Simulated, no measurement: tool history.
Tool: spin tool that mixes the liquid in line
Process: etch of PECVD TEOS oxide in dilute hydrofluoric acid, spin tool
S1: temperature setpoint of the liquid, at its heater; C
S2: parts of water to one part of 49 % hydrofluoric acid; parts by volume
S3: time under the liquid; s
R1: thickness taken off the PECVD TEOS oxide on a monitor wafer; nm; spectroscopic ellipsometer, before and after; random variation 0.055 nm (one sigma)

| run | hour | S1 | S2 | S3 | R1 |
|---|---|---|---|---|---|
| 1 | 0.0 | 24.0 | 160 | 275 | 23.183 |
| 2 | 3.6 | 24.0 | 160 | 295 | 24.591 |
| 3 | 6.5 | 23.0 | 160 | 295 | 23.724 |
| 4 | 9.6 | 24.5 | 160 | 295 | 25.189 |
| 5 | 11.6 | 23.5 | 160 | 295 | 24.300 |
| 6 | 17.1 | 22.5 | 160 | 295 | 23.375 |
| 7 | 21.9 | 22.0 | 160 | 295 | 22.870 |
| 8 | 27.0 | 21.5 | 160 | 295 | 22.523 |
| 9 | 31.4 | 21.0 | 160 | 295 | 21.964 |

Run 10 comes next. What will it give?
| 10 | 34.2 | 20.5 | 160 | 295 | ? |

Run 10 gave R1 21.614 nm.
